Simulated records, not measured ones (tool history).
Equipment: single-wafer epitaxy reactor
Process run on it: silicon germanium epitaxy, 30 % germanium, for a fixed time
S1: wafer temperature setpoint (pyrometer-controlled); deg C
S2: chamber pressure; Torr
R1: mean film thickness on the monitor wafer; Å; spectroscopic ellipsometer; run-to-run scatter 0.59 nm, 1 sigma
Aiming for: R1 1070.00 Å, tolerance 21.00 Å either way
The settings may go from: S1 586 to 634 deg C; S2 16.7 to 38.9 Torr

Run 1, hour 0.0: S1 610 deg C, S2 27.8 Torr. Result: R1 671.65 Å.
Run 2, hour 2.3: S1 610 deg C, S2 25.4 Torr. Result: R1 647.24 Å.
Run 3, hour 10.6: S1 610 deg C, S2 22.4 Torr. Result: R1 611.30 Å.
Run 4, hour 15.0: S1 606 deg C, S2 22.4 Torr. Result: R1 577.75 Å.
Run 5, hour 21.5: S1 612 deg C, S2 24.7 Torr. Result: R1 667.63 Å.
At hour 23.7: pyrometer calibrated.
Run 6, hour 23.7: S1 620 deg C, S2 24.7 Torr. Result: R1 814.33 Å.
Run 7, hour 31.3: S1 632 deg C, S2 25.0 Torr. Result: R1 973.88 Å.
Run 8, hour 38.0: S1 632 deg C, S2 25.8 Torr. Result: R1 996.29 Å.
Run 9, hour 46.6: S1 632 deg C, S2 26.3 Torr. Result: R1 1004.60 Å.
Run 10, hour 54.8: S1 632 deg C, S2 26.7 Torr. Result: R1 1010.90 Å.

Which one of the following 4 next-run settings gets every result inside its allowed miss? There is exactly one.
Run A, hour 63.0: S1 629 deg C, S2 29.3 Torr. Result: R1 ?.
Run B, hour 63.0: S1 633 deg C, S2 27.2 Torr. Result: R1 ?.
Run C, hour 63.0: S1 630 deg C, S2 28.1 Torr. Result: R1 ?.
Run D, hour 63.0: S1 632 deg C, S2 30.6 Torr. Result: R1 ?.

move       R1
   A  1002.90
   B  1032.20
   C  1000.30
   D  1068.80
A: misses by more than the last run did
B: an improvement on the last run, though not all results are within tolerance
C: misses by more than the last run did
D: each result inside its tolerance
Move D is the one to make.

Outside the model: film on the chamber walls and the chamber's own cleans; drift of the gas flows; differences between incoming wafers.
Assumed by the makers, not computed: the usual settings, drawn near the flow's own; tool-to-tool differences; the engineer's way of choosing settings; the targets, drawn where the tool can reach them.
